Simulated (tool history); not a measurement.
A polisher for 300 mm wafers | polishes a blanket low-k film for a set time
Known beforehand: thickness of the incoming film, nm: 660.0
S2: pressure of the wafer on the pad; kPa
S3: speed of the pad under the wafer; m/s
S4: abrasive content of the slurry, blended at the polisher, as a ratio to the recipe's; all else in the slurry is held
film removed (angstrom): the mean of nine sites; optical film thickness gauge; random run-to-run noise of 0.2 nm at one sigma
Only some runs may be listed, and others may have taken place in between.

{"run": 1, "day": 0.0, "flow of slurry (ml/min)": 175, "S2": 13.1, "S3": 1.24, "S4": 1.0, "polishing time (s)": 51, "film removed (angstrom)": 260.81}
{"run": 2, "day": 0.15, "flow of slurry (ml/min)": 175, "S2": 12.4, "S3": 1.24, "S4": 1.0, "polishing time (s)": 51, "film removed (angstrom)": 244.61}
{"run": 3, "day": 0.504, "flow of slurry (ml/min)": 175, "S2": 15.2, "S3": 1.24, "S4": 1.0, "polishing time (s)": 51, "film removed (angstrom)": 302.37}
{"run": 4, "day": 0.846, "flow of slurry (ml/min)": 175, "S2": 13.8, "S3": 1.24, "S4": 1.0, "polishing time (s)": 51, "film removed (angstrom)": 279.14}
{"run": 5, "day": 1.192, "flow of slurry (ml/min)": 175, "S2": 13.1, "S3": 1.24, "S4": 1.0, "polishing time (s)": 51, "film removed (angstrom)": 259.83}
{"run": 6, "day": 1.562, "flow of slurry (ml/min)": 175, "S2": 16.5, "S3": 1.24, "S4": 1.0, "polishing time (s)": 51, "film removed (angstrom)": 323.55}
{"run": 7, "day": 1.9, "flow of slurry (ml/min)": 175, "S2": 16.5, "S3": 1.24, "S4": 1.0, "polishing time (s)": 51, "film removed (angstrom)": 328.86}
{"run": 8, "day": 2.033, "flow of slurry (ml/min)": 175, "S2": 15.2, "S3": 1.22, "S4": 1.0, "polishing time (s)": 51, "film removed (angstrom)": 298.65}
{"run": 9, "day": 2.312, "flow of slurry (ml/min)": 175, "S2": 13.8, "S3": 1.22, "S4": 1.0, "polishing time (s)": 51, "film removed (angstrom)": 268.53}
{"run": 10, "day": 2.642, "flow of slurry (ml/min)": 175, "S2": 13.1, "S3": 1.22, "S4": 1.0, "polishing time (s)": 51, "film removed (angstrom)": 262.3}
{"run": 11, "day": 2.671, "flow of slurry (ml/min)": 175, "S2": 12.4, "S3": 1.2, "S4": 1.0, "polishing time (s)": 51, "film removed (angstrom)": 237.99}

Forecast run 12:
{"run": 12, "day": 2.988, "flow of slurry (ml/min)": 175, "S2": 11.7, "S3": 1.2, "S4": 1.0, "polishing time (s)": 51, "film removed (angstrom)": "?"}

{"run 12": {"film removed (angstrom)": 227.5}}

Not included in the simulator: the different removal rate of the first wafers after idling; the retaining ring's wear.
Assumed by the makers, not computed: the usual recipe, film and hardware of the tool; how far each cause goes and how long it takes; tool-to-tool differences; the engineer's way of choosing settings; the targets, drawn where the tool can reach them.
